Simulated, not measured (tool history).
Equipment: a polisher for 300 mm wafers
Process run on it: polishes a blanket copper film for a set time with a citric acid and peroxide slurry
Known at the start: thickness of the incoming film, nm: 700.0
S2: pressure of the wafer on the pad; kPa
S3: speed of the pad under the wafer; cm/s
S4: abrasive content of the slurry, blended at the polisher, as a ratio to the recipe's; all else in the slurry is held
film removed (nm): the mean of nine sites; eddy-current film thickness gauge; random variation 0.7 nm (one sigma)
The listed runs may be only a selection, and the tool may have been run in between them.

run 1 hour=0 | flow_of_slurry_(ml/min)=130 S2=22.1 S3=86 S4=1 polishing_time_(s)=53 | film_removed_(nm)=92.06
run 2 hour=6.7 | flow_of_slurry_(ml/min)=130 S2=22.1 S3=86 S4=1.1 polishing_time_(s)=53 | film_removed_(nm)=92.97
run 3 hour=7.5 | flow_of_slurry_(ml/min)=125 S2=20.7 S3=86 S4=1.1 polishing_time_(s)=53 | film_removed_(nm)=86.69
run 4 hour=10.9 | flow_of_slurry_(ml/min)=120 S2=19.3 S3=86 S4=1.1 polishing_time_(s)=53 | film_removed_(nm)=79.264
run 5 hour=15.2 | flow_of_slurry_(ml/min)=120 S2=19.3 S3=86 S4=1.1 polishing_time_(s)=53 | film_removed_(nm)=80.513
run 6 hour=23 | flow_of_slurry_(ml/min)=120 S2=19.3 S3=104 S4=1.1 polishing_time_(s)=53 | film_removed_(nm)=94.528
run 7 hour=23.7 | flow_of_slurry_(ml/min)=115 S2=17.9 S3=104 S4=1.1 polishing_time_(s)=53 | film_removed_(nm)=88.333
run 8 hour=27.4 | flow_of_slurry_(ml/min)=110 S2=16.5 S3=104 S4=1.1 polishing_time_(s)=53 | film_removed_(nm)=81.116

Expected results for the next run?
-- hour=31.5 slurry nozzle cleaned
run 9 hour=31.5 | flow_of_slurry_(ml/min)=105 S2=15.9 S3=104 S4=1.1 polishing_time_(s)=53 | film_removed_(nm)=?

{"run 9": {"film removed (nm)": 81.415}}

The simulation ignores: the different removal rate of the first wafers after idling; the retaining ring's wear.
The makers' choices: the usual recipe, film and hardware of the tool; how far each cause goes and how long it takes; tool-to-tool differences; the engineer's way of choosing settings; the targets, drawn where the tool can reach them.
